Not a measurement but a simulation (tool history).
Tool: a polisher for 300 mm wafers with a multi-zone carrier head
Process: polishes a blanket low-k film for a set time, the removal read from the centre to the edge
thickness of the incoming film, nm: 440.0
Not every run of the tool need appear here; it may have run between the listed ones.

run	hour	flow of slurry (ml/min)	pressure of the head's centre zone	pressure of the head's middle zone	pressure of the head's edge zone	abrasive content of the slurry	polishing time (s)	film removed at the wafer's centre (angstrom)	film removed at mid-radius (angstrom)	film removed at the wafer's edge (angstrom)
1	0	220	1	1	1	1	70	290.2	305.42	305.9
2	5.9	210	0.96	0.97	0.98	0.9	66	247.64	265.5	265.5
3	7.4	210	0.96	0.97	1.02	0.9	66	243.24	264.54	269.53
4	12.7	200	0.94	0.93	1.02	0.8	64	221.35	233.25	248.34
5	15	240	0.94	0.93	1.02	0.8	64	231.13	239.19	257.04
6	19.9	225	0.91	0.91	1	0.75	63	204.41	221.56	239.39
7	28.1	225	0.91	0.91	1	0.75	63	213.15	219.72	239.56
8	32.7	210	0.89	0.9	0.99	0.7	62	191.84	207.41	222.97

Run 9, settings as shown, results not yet in. Your forecast:
9	37.4	200	0.87	0.88	0.97	0.65	62	?	?	?

Logged for run 9: film removed at the wafer's centre (angstrom) 174.37, film removed at mid-radius (angstrom) 189.02, film removed at the wafer's edge (angstrom) 208.01.
